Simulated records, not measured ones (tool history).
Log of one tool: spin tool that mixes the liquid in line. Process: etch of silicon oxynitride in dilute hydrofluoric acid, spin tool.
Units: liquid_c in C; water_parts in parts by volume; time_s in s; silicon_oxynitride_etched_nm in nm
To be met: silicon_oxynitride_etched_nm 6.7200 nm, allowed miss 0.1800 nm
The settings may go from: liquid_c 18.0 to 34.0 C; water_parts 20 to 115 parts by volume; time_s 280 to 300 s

Run 1, hour 0.0: liquid_c 26.0 C, water_parts 65 parts by volume, time_s 280 s. Result: silicon_oxynitride_etched_nm 13.2550 nm.
Run 2, hour 3.4: liquid_c 26.0 C, water_parts 65 parts by volume, time_s 280 s. Result: silicon_oxynitride_etched_nm 13.2660 nm.
Run 3, hour 10.6: liquid_c 26.0 C, water_parts 65 parts by volume, time_s 280 s. Result: silicon_oxynitride_etched_nm 13.1590 nm.
Run 4, hour 19.1: liquid_c 29.5 C, water_parts 65 parts by volume, time_s 280 s. Result: silicon_oxynitride_etched_nm 15.7290 nm.
Run 5, hour 22.9: liquid_c 29.5 C, water_parts 65 parts by volume, time_s 300 s. Result: silicon_oxynitride_etched_nm 16.7030 nm.
Run 6, hour 25.6: liquid_c 29.5 C, water_parts 65 parts by volume, time_s 300 s. Result: silicon_oxynitride_etched_nm 16.7140 nm.
Run 7, hour 32.6: liquid_c 26.0 C, water_parts 75 parts by volume, time_s 300 s. Result: silicon_oxynitride_etched_nm 12.2150 nm.
Run 8, hour 33.8: liquid_c 23.5 C, water_parts 80 parts by volume, time_s 300 s. Result: silicon_oxynitride_etched_nm 10.0860 nm.
Run 9, hour 40.6: liquid_c 22.0 C, water_parts 85 parts by volume, time_s 300 s. Result: silicon_oxynitride_etched_nm 8.6756 nm.
Run 10, hour 41.9: liquid_c 21.0 C, water_parts 85 parts by volume, time_s 300 s. Result: silicon_oxynitride_etched_nm 8.4465 nm.
Run 11, hour 43.9: liquid_c 20.0 C, water_parts 85 parts by volume, time_s 300 s. Result: silicon_oxynitride_etched_nm 7.9820 nm.
Run 12, hour 50.6: liquid_c 19.5 C, water_parts 85 parts by volume, time_s 300 s. Result: silicon_oxynitride_etched_nm 7.7551 nm.
Run 13, hour 52.2: liquid_c 19.0 C, water_parts 85 parts by volume, time_s 300 s. Result: silicon_oxynitride_etched_nm 7.5993 nm.
Run 14, hour 55.4: liquid_c 18.5 C, water_parts 85 parts by volume, time_s 300 s. Result: silicon_oxynitride_etched_nm 7.5401 nm.

4 next moves are on the table. One of them brings every result within its allowed miss. Which?
Run A, hour 58.6: liquid_c 19.5 C, water_parts 70 parts by volume, time_s 280 s. Result: silicon_oxynitride_etched_nm ?.
Run B, hour 58.6: liquid_c 19.0 C, water_parts 75 parts by volume, time_s 285 s. Result: silicon_oxynitride_etched_nm ?.
Run C, hour 58.6: liquid_c 19.0 C, water_parts 90 parts by volume, time_s 300 s. Result: silicon_oxynitride_etched_nm ?.
Run D, hour 58.6: liquid_c 19.0 C, water_parts 95 parts by volume, time_s 300 s. Result: silicon_oxynitride_etched_nm ?.

move  silicon_oxynitride_etched_nm
   A                        8.9523
   B                        8.2655
   C                        7.1745
   D                        6.7731
A: further off than the last run
B: further off than the last run
C: nearer than the last run, and not there yet
D: meets every target
Move D is the one to make.

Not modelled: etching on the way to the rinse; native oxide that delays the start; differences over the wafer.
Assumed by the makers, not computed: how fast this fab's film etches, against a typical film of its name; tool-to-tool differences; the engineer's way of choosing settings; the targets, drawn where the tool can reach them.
